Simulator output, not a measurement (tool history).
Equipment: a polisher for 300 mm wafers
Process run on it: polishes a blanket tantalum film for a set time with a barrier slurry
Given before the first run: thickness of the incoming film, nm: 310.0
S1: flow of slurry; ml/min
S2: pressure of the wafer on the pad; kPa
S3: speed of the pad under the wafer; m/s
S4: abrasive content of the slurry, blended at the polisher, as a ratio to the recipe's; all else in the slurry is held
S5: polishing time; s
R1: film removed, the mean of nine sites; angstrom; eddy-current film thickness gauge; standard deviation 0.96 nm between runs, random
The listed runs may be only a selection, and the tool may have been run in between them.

run 1 day=0.000 | S1=155 S2=16.5 S3=0.80 S4=1.0 S5=79 | R1=1476.7
run 2 day=0.250 | S1=155 S2=16.5 S3=0.96 S4=1.0 S5=79 | R1=1751.2
run 3 day=0.608 | S1=150 S2=15.2 S3=0.96 S4=1.0 S5=79 | R1=1602.4
run 4 day=0.638 | S1=145 S2=14.5 S3=0.96 S4=1.0 S5=79 | R1=1505.8
run 5 day=0.862 | S1=140 S2=13.8 S3=0.96 S4=1.0 S5=79 | R1=1439.8
run 6 day=1.192 | S1=135 S2=13.1 S3=0.96 S4=1.0 S5=79 | R1=1348.8
run 7 day=1.333 | S1=130 S2=13.1 S3=0.96 S4=1.0 S5=79 | R1=1339.5
run 8 day=1.583 | S1=115 S2=10.3 S3=0.96 S4=1.0 S5=79 | R1=1039.5
run 9 day=1.712 | S1=120 S2=10.3 S3=0.96 S4=1.0 S5=79 | R1=1055.8
run 10 day=1.846 | S1=125 S2=10.3 S3=0.96 S4=1.0 S5=79 | R1=1067.9

Run 11 comes next. What will it give?
run 11 day=2.012 | S1=130 S2=10.3 S3=0.96 S4=1.0 S5=79 | R1=?

{"run 11": {"R1": 1068.5}}
